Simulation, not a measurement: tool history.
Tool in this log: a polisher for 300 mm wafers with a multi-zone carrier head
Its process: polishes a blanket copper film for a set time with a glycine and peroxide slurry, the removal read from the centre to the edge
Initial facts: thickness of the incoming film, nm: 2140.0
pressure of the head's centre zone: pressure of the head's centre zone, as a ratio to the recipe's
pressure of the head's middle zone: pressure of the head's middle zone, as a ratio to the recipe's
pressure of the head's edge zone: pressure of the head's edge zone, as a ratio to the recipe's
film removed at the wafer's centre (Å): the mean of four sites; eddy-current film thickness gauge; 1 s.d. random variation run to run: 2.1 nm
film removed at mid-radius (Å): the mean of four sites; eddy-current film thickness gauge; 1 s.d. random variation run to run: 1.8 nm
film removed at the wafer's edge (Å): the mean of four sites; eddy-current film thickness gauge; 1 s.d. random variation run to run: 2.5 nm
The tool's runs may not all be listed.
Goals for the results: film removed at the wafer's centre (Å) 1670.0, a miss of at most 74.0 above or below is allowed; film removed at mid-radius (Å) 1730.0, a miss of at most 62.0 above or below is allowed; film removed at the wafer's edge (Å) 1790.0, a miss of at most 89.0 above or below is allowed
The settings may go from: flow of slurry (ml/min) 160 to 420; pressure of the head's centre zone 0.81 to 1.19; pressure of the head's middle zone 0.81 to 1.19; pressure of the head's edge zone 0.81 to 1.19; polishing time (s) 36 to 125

run	hour	flow of slurry (ml/min)	pressure of the head's centre zone	pressure of the head's middle zone	pressure of the head's edge zone	polishing time (s)	film removed at the wafer's centre (Å)	film removed at mid-radius (Å)	film removed at the wafer's edge (Å)
1	0.0	270	1.00	1.00	1.00	80	3007.0	3119.3	3064.9
2	7.0	265	0.97	0.96	0.97	67	2478.5	2444.9	2521.3
3	11.8	300	0.97	0.96	0.97	67	2451.9	2507.1	2655.5
4	15.9	275	0.93	0.95	0.94	60	2185.3	2210.4	2298.7
5	19.7	270	0.90	0.95	0.92	55	1913.6	2041.4	2100.5
6	23.5	270	0.94	0.95	0.92	55	1998.3	2002.4	2066.1
7	24.3	260	0.91	0.93	0.89	54	1879.7	1927.0	1964.1
8	29.8	245	0.89	0.91	0.88	54	1791.4	1943.0	1988.1
9	35.2	245	0.89	0.91	0.88	54	1785.9	1900.9	2018.5
10	39.7	240	0.90	0.91	0.86	53	1789.8	1872.8	1921.0
11	40.4	235	0.90	0.90	0.84	52	1770.5	1791.3	1879.2
12	43.0	225	0.87	0.91	0.81	49	1589.0	1700.6	1733.4

4 candidate next runs follow, results not yet known. Just one meets every target within its allowed miss. Identify it.
A	45.6	275	0.90	0.92	0.88	49	?	?	?
B	45.6	220	0.92	1.15	0.81	44	?	?	?
C	45.6	255	0.87	0.96	0.81	50	?	?	?
D	45.6	260	0.87	0.96	0.81	50	?	?	?

move	film removed at the wafer's centre (Å)	film removed at mid-radius (Å)	film removed at the wafer's edge (Å)
A	1667.8	1731.0	1783.1
B	1497.8	1812.2	1523.2
C	1632.6	1812.9	1753.9
D	1635.8	1816.1	1756.3
A: all results land within tolerance of their targets
B: the biggest miss grows against the last run
C: brings the last run's worst result on target, with another outside its allowed miss
D: brings the last run's worst result on target, with another outside its allowed miss
Go with A: it meets all targets.
